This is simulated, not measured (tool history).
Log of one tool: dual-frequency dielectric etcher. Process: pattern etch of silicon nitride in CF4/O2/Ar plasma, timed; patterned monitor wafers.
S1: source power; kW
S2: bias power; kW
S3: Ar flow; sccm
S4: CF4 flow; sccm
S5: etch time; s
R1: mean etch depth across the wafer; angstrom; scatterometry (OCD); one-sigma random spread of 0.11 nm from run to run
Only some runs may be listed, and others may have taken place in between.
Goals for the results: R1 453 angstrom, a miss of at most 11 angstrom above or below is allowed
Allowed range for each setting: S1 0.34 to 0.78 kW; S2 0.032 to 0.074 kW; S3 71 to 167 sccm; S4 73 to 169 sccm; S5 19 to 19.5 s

run  hour    S1     S2   S3   S4  S5      R1
  1     0  0.56  0.053  119  121  19  377.67
  2   2.4  0.56  0.053  119  134  19  382.05
  3     4  0.59  0.053  119  134  19  400.57
  4   7.3  0.59  0.058  119  134  19  414.31
  5  16.2  0.59  0.058  100  134  19  419.89
  6  17.5   0.6  0.058  100  134  19  430.49
  7  20.3  0.61  0.058  100  134  19  436.27
  8  24.2  0.62  0.058  100  134  19  440.36

Exercise: of the 5 proposed moves below, exactly one satisfies all targets within the stated allowed misses. Which move is it?
  A  28.1  0.65  0.061   91  123  19.5   ?
  B  28.1  0.67  0.057  105  133  19.5   ?
  C  28.1  0.64  0.061   88  132  19.5   ?
  D  28.1  0.67  0.063  117  129    19   ?
  E  28.1  0.61  0.064   93  129    19   ?

move      R1
   A  482.14
   B  480.83
   C  479.89
   D  480.54
   E   452.7
A: pushes the last run's worst result past its target
B: pushes the last run's worst result past its target
C: pushes the last run's worst result past its target
D: pushes the last run's worst result past its target
E: hits every target within its allowed miss
E meets every target.

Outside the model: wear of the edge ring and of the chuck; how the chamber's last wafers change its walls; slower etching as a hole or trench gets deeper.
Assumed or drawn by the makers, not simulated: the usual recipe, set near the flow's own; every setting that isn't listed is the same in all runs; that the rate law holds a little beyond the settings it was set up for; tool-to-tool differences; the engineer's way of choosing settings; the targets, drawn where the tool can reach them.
